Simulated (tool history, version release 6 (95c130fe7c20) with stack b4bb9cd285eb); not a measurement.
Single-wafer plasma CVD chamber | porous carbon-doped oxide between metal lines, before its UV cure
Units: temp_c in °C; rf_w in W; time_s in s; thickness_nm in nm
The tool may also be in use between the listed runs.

{"run": 1, "hour": 0.0, "temp_c": 310, "rf_w": 520, "time_s": 22.5, "thickness_nm": 114.97}
{"run": 2, "hour": 7.6, "temp_c": 306, "rf_w": 535, "time_s": 22.5, "thickness_nm": 119.53}
{"run": 3, "hour": 10.3, "temp_c": 312, "rf_w": 535, "time_s": 22.5, "thickness_nm": 115.37}
{"run": 4, "hour": 17.1, "temp_c": 308, "rf_w": 545, "time_s": 22.5, "thickness_nm": 120.11}
{"run": 5, "hour": 24.3, "temp_c": 308, "rf_w": 515, "time_s": 22.5, "thickness_nm": 115.4}
{"run": 6, "hour": 31.4, "temp_c": 308, "rf_w": 515, "time_s": 22.5, "thickness_nm": 115.4}

The next listed run, before its measurement:
{"run": 7, "hour": 32.5, "temp_c": 304, "rf_w": 525, "time_s": 22.5, "thickness_nm": "?"}

thickness_nm: 120.15 nm
